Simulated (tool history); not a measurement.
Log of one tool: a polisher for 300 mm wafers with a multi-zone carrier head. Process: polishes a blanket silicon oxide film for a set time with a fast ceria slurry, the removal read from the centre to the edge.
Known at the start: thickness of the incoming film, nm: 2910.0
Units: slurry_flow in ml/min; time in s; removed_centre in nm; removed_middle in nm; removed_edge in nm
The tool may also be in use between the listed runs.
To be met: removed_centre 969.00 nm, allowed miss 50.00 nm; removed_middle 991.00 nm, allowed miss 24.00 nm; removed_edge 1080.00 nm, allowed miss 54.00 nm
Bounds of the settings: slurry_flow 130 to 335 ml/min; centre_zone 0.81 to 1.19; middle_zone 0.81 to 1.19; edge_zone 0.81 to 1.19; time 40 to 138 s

run 1 hour=0.0 | slurry_flow=215 centre_zone=1.00 middle_zone=1.00 edge_zone=1.00 time=88 | removed_centre=774.10 removed_middle=774.54 removed_edge=794.70
run 2 hour=2.5 | slurry_flow=215 centre_zone=1.00 middle_zone=1.00 edge_zone=1.02 time=90 | removed_centre=789.34 removed_middle=794.19 removed_edge=819.69
run 3 hour=8.6 | slurry_flow=250 centre_zone=1.00 middle_zone=1.00 edge_zone=1.02 time=90 | removed_centre=805.83 removed_middle=804.77 removed_edge=804.46
run 4 hour=15.3 | slurry_flow=240 centre_zone=1.00 middle_zone=1.01 edge_zone=1.03 time=92 | removed_centre=827.78 removed_middle=830.90 removed_edge=873.85
run 5 hour=22.4 | slurry_flow=245 centre_zone=1.01 middle_zone=1.03 edge_zone=1.04 time=92 | removed_centre=829.10 removed_middle=840.74 removed_edge=848.05
run 6 hour=28.4 | slurry_flow=245 centre_zone=1.09 middle_zone=1.03 edge_zone=1.04 time=92 | removed_centre=900.74 removed_middle=836.15 removed_edge=855.62
-- hour=33.9 worn pad replaced by a new one
run 7 hour=33.9 | slurry_flow=235 centre_zone=1.09 middle_zone=1.04 edge_zone=1.06 time=94 | removed_centre=1014.30 removed_middle=939.19 removed_edge=948.31
run 8 hour=37.9 | slurry_flow=225 centre_zone=1.07 middle_zone=1.04 edge_zone=1.07 time=94 | removed_centre=990.52 removed_middle=927.06 removed_edge=942.32
run 9 hour=43.0 | slurry_flow=220 centre_zone=1.05 middle_zone=1.04 edge_zone=1.09 time=94 | removed_centre=942.02 removed_middle=929.00 removed_edge=933.00
run 10 hour=47.3 | slurry_flow=220 centre_zone=1.04 middle_zone=1.03 edge_zone=1.10 time=95 | removed_centre=969.87 removed_middle=931.24 removed_edge=967.64

5 next moves are on the table. One of them brings every result within its allowed miss. Which?
run A hour=51.6 | slurry_flow=215 centre_zone=1.03 middle_zone=0.97 edge_zone=1.10 time=98 | removed_centre=? removed_middle=? removed_edge=?
run B hour=51.6 | slurry_flow=230 centre_zone=1.07 middle_zone=0.90 edge_zone=1.13 time=98 | removed_centre=? removed_middle=? removed_edge=?
run C hour=51.6 | slurry_flow=190 centre_zone=0.98 middle_zone=0.81 edge_zone=1.12 time=110 | removed_centre=? removed_middle=? removed_edge=?
run D hour=51.6 | slurry_flow=250 centre_zone=1.00 middle_zone=0.90 edge_zone=1.16 time=97 | removed_centre=? removed_middle=? removed_edge=?
run E hour=51.6 | slurry_flow=210 centre_zone=0.96 middle_zone=0.98 edge_zone=1.10 time=105 | removed_centre=? removed_middle=? removed_edge=?

move=A removed_centre=948.20 removed_middle=926.95 removed_edge=991.10
move=B removed_centre=995.45 removed_middle=879.01 removed_edge=1013.10
move=C removed_centre=989.02 removed_middle=878.84 removed_edge=1108.60
move=D removed_centre=931.62 removed_middle=879.94 removed_edge=1024.80
move=E removed_centre=942.70 removed_middle=998.57 removed_edge=1058.90
A: further off than the last run
B: further off than the last run
C: further off than the last run
D: further off than the last run
E: meets every target
Move E is the one to make.
